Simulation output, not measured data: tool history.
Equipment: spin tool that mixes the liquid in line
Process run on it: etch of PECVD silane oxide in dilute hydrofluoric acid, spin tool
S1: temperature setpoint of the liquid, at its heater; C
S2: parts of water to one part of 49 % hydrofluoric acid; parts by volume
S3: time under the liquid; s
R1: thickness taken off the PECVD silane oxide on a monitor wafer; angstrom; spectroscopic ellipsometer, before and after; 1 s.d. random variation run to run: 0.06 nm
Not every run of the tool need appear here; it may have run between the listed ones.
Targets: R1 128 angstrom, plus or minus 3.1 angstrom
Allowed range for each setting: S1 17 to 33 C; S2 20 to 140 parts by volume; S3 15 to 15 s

run 1 hour=0 | S1=25 S2=75 S3=15 | R1=105.73
run 2 hour=3 | S1=25 S2=75 S3=15 | R1=105.61
run 3 hour=6 | S1=22 S2=75 S3=15 | R1=92.956
run 4 hour=7.5 | S1=24.5 S2=75 S3=15 | R1=103.93
run 5 hour=12 | S1=24.5 S2=75 S3=15 | R1=102.87
run 6 hour=20.4 | S1=26 S2=75 S3=15 | R1=109.91
run 7 hour=21.6 | S1=27 S2=75 S3=15 | R1=114.27
run 8 hour=28.9 | S1=28 S2=75 S3=15 | R1=119.44
run 9 hour=29.7 | S1=28.5 S2=75 S3=15 | R1=120.5
run 10 hour=30.5 | S1=29 S2=75 S3=15 | R1=123.75

Which of these 5 next moves meets every target?
run A hour=31.3 | S1=27 S2=70 S3=15 | R1=?
run B hour=31.3 | S1=26.5 S2=70 S3=15 | R1=?
run C hour=31.3 | S1=27 S2=65 S3=15 | R1=?
run D hour=31.3 | S1=32 S2=75 S3=15 | R1=?
run E hour=31.3 | S1=24 S2=60 S3=15 | R1=?

move=A R1=123.23
move=B R1=120.82
move=C R1=133.64
move=D R1=138.48
move=E R1=129.18
A: further off than the last run
B: further off than the last run
C: takes the result that was furthest off past its target
D: takes the result that was furthest off past its target
E: all results in spec
E is the move that brings every result within its allowed miss.

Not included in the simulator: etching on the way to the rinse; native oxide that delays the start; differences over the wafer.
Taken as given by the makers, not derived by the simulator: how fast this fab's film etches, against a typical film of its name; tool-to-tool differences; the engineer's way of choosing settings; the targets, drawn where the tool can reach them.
